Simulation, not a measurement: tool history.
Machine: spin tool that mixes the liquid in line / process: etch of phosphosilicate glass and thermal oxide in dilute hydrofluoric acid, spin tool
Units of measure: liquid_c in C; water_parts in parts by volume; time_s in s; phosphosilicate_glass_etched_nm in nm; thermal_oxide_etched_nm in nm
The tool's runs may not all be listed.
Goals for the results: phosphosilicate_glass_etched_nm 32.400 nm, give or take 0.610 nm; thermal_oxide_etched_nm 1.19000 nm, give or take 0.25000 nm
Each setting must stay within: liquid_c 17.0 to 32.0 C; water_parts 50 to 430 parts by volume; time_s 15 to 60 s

| run | day | liquid_c | water_parts | time_s | phosphosilicate_glass_etched_nm | thermal_oxide_etched_nm |
|---|---|---|---|---|---|---|
| 1 | 0.000 | 24.0 | 240 | 30 | 13.055 | 0.45852 |
| 2 | 0.321 | 24.0 | 205 | 30 | 15.802 | 0.65607 |
| 3 | 0.592 | 27.5 | 205 | 30 | 17.919 | 0.68301 |
| 4 | 0.962 | 27.5 | 205 | 35 | 20.978 | 0.74657 |
| 5 | 1.046 | 28.0 | 200 | 35 | 21.941 | 0.89398 |
| 6 | 1.279 | 28.5 | 195 | 35 | 22.912 | 0.82136 |
| 7 | 1.388 | 29.0 | 190 | 35 | 24.164 | 0.91830 |
| 8 | 1.425 | 29.5 | 185 | 35 | 25.329 | 0.86409 |
| 9 | 1.704 | 29.5 | 180 | 35 | 26.269 | 0.83183 |
| 10 | 2.029 | 29.5 | 175 | 35 | 27.207 | 0.98766 |
| 11 | 2.129 | 30.0 | 175 | 35 | 27.773 | 1.03810 |
| 12 | 2.321 | 32.0 | 155 | 35 | 34.423 | 1.33430 |
| 13 | 2.642 | 31.0 | 155 | 35 | 33.270 | 1.27470 |

4 candidate next runs follow, results not yet known. Just one meets every target within its allowed miss. Identify it.
| A | 2.962 | 32.0 | 170 | 40 | ? | ? |
| B | 2.962 | 28.0 | 120 | 30 | ? | ? |
| C | 2.962 | 30.0 | 115 | 25 | ? | ? |
| D | 2.962 | 32.0 | 175 | 40 | ? | ? |

| move | phosphosilicate_glass_etched_nm | thermal_oxide_etched_nm |
|---|---|---|
| A | 35.131 | 1.26090 |
| B | 34.512 | 1.23870 |
| C | 32.552 | 1.16840 |
| D | 33.902 | 1.21680 |
A: further off than the last run
B: further off than the last run
C: every result lands within tolerance
D: further off than the last run
Move C is the one to make.

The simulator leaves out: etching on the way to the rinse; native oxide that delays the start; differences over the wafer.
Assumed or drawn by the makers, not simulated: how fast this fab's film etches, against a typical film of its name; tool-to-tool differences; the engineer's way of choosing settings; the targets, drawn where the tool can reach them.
